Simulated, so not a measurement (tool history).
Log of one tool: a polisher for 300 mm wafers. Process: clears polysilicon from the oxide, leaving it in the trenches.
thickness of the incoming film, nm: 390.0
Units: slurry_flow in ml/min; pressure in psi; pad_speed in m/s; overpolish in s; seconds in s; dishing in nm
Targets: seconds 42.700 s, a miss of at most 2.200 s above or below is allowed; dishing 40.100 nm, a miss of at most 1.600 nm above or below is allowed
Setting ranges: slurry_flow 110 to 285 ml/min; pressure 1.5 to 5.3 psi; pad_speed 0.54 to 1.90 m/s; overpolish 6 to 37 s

run	day	slurry_flow	pressure	pad_speed	overpolish	seconds	dishing
1	0.000	180	3.4	1.22	19	19.267	49.866
2	0.346	180	3.1	1.18	17	21.717	49.760
3	0.467	140	3.1	1.18	17	21.986	49.388
4	0.792	135	2.9	1.14	15	24.711	49.287
5	0.825	130	2.7	1.12	14	26.953	48.902
6	1.062	130	2.7	1.02	14	28.371	47.784
7	1.138	125	2.7	0.94	13	31.638	48.130
8	1.242	125	2.7	0.90	12	32.622	46.154
9	1.317	130	2.7	0.84	11	34.954	44.808
10	1.662	140	2.7	0.82	10	34.653	44.458
11	1.717	150	2.6	0.80	9	37.659	42.415
12	2.062	155	2.6	0.80	9	37.421	41.576
13	2.112	205	1.9	0.78	7	48.064	35.082
14	2.233	200	1.9	0.78	7	45.842	34.476
15	2.300	190	1.9	0.78	7	47.252	34.612
16	2.588	185	2.0	0.78	7	45.369	35.232
17	2.817	180	2.0	0.78	7	44.813	34.555
18	3.062	175	2.1	0.76	8	45.696	37.372
19	3.417	170	2.1	0.76	8	46.013	38.235
20	3.517	165	2.2	0.76	8	43.408	38.441
21	3.562	155	2.2	0.76	8	42.754	37.175

Pick the move, out of 4, that brings all results within their allowed miss; only one does.
A	3.608	155	1.5	1.06	6	?	?
B	3.608	110	1.8	0.98	11	?	?
C	3.608	175	1.5	1.04	6	?	?
D	3.608	200	2.1	0.78	9	?	?

move	seconds	dishing
A	42.689	33.108
B	41.761	43.066
C	42.984	32.985
D	43.706	39.590
A: lands further from the targets than the last run did
B: takes the result that was furthest off past its target
C: lands further from the targets than the last run did
D: hits every target within its allowed miss
Move D is the one to make.
